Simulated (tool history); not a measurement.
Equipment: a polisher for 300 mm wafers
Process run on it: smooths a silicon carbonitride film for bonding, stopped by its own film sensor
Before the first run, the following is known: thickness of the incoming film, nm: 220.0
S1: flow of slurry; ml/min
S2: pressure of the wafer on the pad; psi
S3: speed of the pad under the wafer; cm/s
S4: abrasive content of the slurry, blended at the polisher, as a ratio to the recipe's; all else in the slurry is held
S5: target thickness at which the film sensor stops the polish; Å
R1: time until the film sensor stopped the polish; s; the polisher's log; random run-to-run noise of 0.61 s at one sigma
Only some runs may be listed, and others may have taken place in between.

Run 1, hour 0.0: S1 140 ml/min, S2 1.4 psi, S3 90 cm/s, S4 1.0, S5 2090 Å. Result: R1 64.357 s.
Run 2, hour 4.0: S1 140 ml/min, S2 1.4 psi, S3 100 cm/s, S4 1.0, S5 2090 Å. Result: R1 59.380 s.
Run 3, hour 9.8: S1 140 ml/min, S2 1.1 psi, S3 100 cm/s, S4 1.0, S5 2090 Å. Result: R1 73.010 s.
Run 4, hour 15.3: S1 140 ml/min, S2 1.1 psi, S3 88 cm/s, S4 1.0, S5 2090 Å. Result: R1 78.989 s.
Run 5, hour 21.0: S1 140 ml/min, S2 1.3 psi, S3 90 cm/s, S4 1.0, S5 2090 Å. Result: R1 69.114 s.
Run 6, hour 24.0: S1 140 ml/min, S2 1.5 psi, S3 90 cm/s, S4 1.0, S5 2090 Å. Result: R1 59.383 s.

Run 7 comes next. What will it give?
Run 7, hour 26.6: S1 150 ml/min, S2 1.9 psi, S3 94 cm/s, S4 1.0, S5 2090 Å. Result: R1 ?.

{"run 7": {"R1": 47.673}}
